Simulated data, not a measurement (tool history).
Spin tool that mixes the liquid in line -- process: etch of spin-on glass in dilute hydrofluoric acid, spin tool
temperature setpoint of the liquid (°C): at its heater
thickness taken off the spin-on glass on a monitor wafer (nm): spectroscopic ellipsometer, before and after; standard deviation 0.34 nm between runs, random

run	hour	temperature setpoint of the liquid (°C)	parts of water to one part of 49 % hydrofluoric acid (parts by volume)	time under the liquid (s)	thickness taken off the spin-on glass on a monitor wafer (nm)
1	0.0	21.0	260	300	26.213
2	4.0	23.0	260	300	27.859
3	8.3	23.5	255	300	29.061
4	16.6	23.5	255	320	30.958
5	25.1	23.5	255	320	31.707
6	27.5	26.0	255	320	34.773
7	31.0	26.5	255	320	35.120

Expected results for the next run?
8	37.4	28.0	245	320	?

thickness taken off the spin-on glass on a monitor wafer (nm): 37.941
